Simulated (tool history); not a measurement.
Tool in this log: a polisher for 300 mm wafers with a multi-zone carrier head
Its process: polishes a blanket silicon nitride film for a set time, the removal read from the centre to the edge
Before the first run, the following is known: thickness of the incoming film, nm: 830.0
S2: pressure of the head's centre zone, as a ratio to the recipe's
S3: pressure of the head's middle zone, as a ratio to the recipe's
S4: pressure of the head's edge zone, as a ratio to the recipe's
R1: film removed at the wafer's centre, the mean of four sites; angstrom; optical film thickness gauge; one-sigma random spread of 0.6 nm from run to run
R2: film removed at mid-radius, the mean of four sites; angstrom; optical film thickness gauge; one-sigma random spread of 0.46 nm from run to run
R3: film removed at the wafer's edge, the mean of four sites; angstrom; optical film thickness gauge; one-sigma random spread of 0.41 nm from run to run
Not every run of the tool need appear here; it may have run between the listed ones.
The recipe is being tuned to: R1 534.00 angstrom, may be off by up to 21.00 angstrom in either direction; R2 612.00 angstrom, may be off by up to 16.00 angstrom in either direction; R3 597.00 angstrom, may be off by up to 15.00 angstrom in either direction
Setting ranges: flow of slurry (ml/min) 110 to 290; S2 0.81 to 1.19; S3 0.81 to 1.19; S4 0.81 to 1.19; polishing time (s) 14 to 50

{"run": 1, "hour": 0.0, "flow of slurry (ml/min)": 185, "S2": 1.0, "S3": 1.0, "S4": 1.0, "polishing time (s)": 32, "R1": 439.59, "R2": 433.7, "R3": 406.58}
{"run": 2, "hour": 4.0, "flow of slurry (ml/min)": 185, "S2": 1.04, "S3": 1.0, "S4": 1.0, "polishing time (s)": 32, "R1": 454.06, "R2": 425.28, "R3": 411.26}
{"run": 3, "hour": 7.6, "flow of slurry (ml/min)": 185, "S2": 1.04, "S3": 1.0, "S4": 1.0, "polishing time (s)": 29, "R1": 400.15, "R2": 388.31, "R3": 370.59}
{"run": 4, "hour": 15.9, "flow of slurry (ml/min)": 185, "S2": 0.95, "S3": 1.0, "S4": 1.0, "polishing time (s)": 29, "R1": 371.07, "R2": 388.0, "R3": 366.65}
{"run": 5, "hour": 24.7, "flow of slurry (ml/min)": 190, "S2": 0.94, "S3": 1.01, "S4": 1.03, "polishing time (s)": 31, "R1": 396.2, "R2": 422.54, "R3": 400.67}
{"run": 6, "hour": 32.8, "flow of slurry (ml/min)": 195, "S2": 0.94, "S3": 1.02, "S4": 1.05, "polishing time (s)": 32, "R1": 412.45, "R2": 441.31, "R3": 417.91}
{"run": 7, "hour": 38.4, "flow of slurry (ml/min)": 200, "S2": 0.93, "S3": 1.02, "S4": 1.07, "polishing time (s)": 33, "R1": 415.39, "R2": 454.36, "R3": 437.92}
{"run": 8, "hour": 42.3, "flow of slurry (ml/min)": 250, "S2": 0.96, "S3": 1.09, "S4": 1.17, "polishing time (s)": 42, "R1": 574.45, "R2": 630.82, "R3": 598.48}
{"run": 9, "hour": 45.7, "flow of slurry (ml/min)": 245, "S2": 0.95, "S3": 1.09, "S4": 1.17, "polishing time (s)": 42, "R1": 564.78, "R2": 632.07, "R3": 598.52}
{"hour": 52.9, "done": "edge zone pressure recalibrated"}
{"run": 10, "hour": 52.9, "flow of slurry (ml/min)": 240, "S2": 0.94, "S3": 1.09, "S4": 1.17, "polishing time (s)": 42, "R1": 569.27, "R2": 626.21, "R3": 630.56}
{"run": 11, "hour": 57.6, "flow of slurry (ml/min)": 240, "S2": 0.93, "S3": 1.09, "S4": 1.16, "polishing time (s)": 42, "R1": 555.89, "R2": 633.09, "R3": 621.28}

4 next moves are on the table. One of them brings every result within its allowed miss. Which?
{"run": "A", "hour": 62.3, "flow of slurry (ml/min)": 260, "S2": 0.83, "S3": 1.12, "S4": 1.12, "polishing time (s)": 40, "R1": "?", "R2": "?", "R3": "?"}
{"run": "B", "hour": 62.3, "flow of slurry (ml/min)": 205, "S2": 0.88, "S3": 1.12, "S4": 1.15, "polishing time (s)": 41, "R1": "?", "R2": "?", "R3": "?"}
{"run": "C", "hour": 62.3, "flow of slurry (ml/min)": 250, "S2": 0.92, "S3": 1.09, "S4": 1.08, "polishing time (s)": 41, "R1": "?", "R2": "?", "R3": "?"}
{"run": "D", "hour": 62.3, "flow of slurry (ml/min)": 290, "S2": 0.89, "S3": 1.19, "S4": 1.06, "polishing time (s)": 39, "R1": "?", "R2": "?", "R3": "?"}

move=A R1=476.65 R2=614.09 R3=584.68
move=B R1=500.88 R2=610.17 R3=593.58
move=C R1=539.18 R2=611.91 R3=586.56
move=D R1=505.42 R2=638.22 R3=558.95
A: brings the result that was furthest off to its target, and leaves another outside
B: brings the result that was furthest off to its target, and leaves another outside
C: every result lands within tolerance
D: pushes the last run's worst result past its target
So the answer is move C, the one that meets all the targets.
